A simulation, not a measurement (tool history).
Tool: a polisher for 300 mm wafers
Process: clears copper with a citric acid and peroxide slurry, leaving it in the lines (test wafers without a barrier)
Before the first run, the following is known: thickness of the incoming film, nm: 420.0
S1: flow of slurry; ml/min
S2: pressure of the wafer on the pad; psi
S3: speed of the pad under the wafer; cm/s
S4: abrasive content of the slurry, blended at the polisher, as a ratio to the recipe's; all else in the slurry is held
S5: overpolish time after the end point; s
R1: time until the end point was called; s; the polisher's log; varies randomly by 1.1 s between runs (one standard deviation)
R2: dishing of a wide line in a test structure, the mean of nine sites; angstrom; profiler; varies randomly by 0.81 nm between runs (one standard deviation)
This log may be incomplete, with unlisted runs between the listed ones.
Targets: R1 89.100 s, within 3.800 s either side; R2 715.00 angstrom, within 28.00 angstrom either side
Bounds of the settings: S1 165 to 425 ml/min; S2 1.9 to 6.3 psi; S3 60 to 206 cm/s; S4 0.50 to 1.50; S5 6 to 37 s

| run | hour | S1 | S2 | S3 | S4 | S5 | R1 | R2 |
|---|---|---|---|---|---|---|---|---|
| 1 | 0.0 | 275 | 4.1 | 132 | 1.00 | 19 | 103.700 | 436.00 |
| 2 | 2.3 | 275 | 4.6 | 132 | 1.00 | 19 | 93.854 | 463.64 |
| 3 | 5.9 | 275 | 4.6 | 156 | 1.00 | 19 | 79.537 | 527.12 |
| 4 | 8.6 | 275 | 4.5 | 156 | 1.00 | 21 | 80.617 | 548.15 |
| 5 | 14.3 | 275 | 4.5 | 140 | 1.00 | 21 | 90.338 | 527.09 |
| 6 | 17.4 | 275 | 4.0 | 140 | 1.00 | 21 | 99.626 | 467.08 |
| 7 | 18.4 | 275 | 4.2 | 138 | 1.00 | 23 | 97.943 | 523.73 |
| 8 | 25.5 | 275 | 4.2 | 138 | 1.00 | 23 | 96.472 | 520.64 |
| 9 | 27.5 | 275 | 4.2 | 138 | 1.00 | 23 | 97.363 | 517.55 |
| 10 | 29.9 | 275 | 4.3 | 136 | 1.00 | 25 | 96.397 | 546.56 |
| 11 | 33.2 | 275 | 4.4 | 136 | 1.00 | 27 | 93.556 | 605.98 |
| 12 | 39.5 | 275 | 4.5 | 136 | 1.00 | 28 | 93.749 | 622.35 |

Consider the 4 candidate settings below. Which is the only one whose results all fall within their allowed miss of target?
| A | 45.8 | 275 | 4.9 | 142 | 1.00 | 37 | ? | ? |
| B | 45.8 | 305 | 4.7 | 136 | 0.95 | 33 | ? | ? |
| C | 45.8 | 235 | 4.5 | 150 | 1.20 | 31 | ? | ? |
| D | 45.8 | 280 | 4.2 | 154 | 0.90 | 24 | ? | ? |

| move | R1 | R2 |
|---|---|---|
| A | 79.999 | 801.17 |
| B | 86.995 | 715.26 |
| C | 80.595 | 716.47 |
| D | 87.618 | 575.86 |
A: takes the biggest miss from the last run beyond its target
B: all results land within tolerance of their targets
C: puts the biggest miss on target and leaves a different result outside tolerance
D: its largest miss is bigger than the last run's
Move B is the one to make.

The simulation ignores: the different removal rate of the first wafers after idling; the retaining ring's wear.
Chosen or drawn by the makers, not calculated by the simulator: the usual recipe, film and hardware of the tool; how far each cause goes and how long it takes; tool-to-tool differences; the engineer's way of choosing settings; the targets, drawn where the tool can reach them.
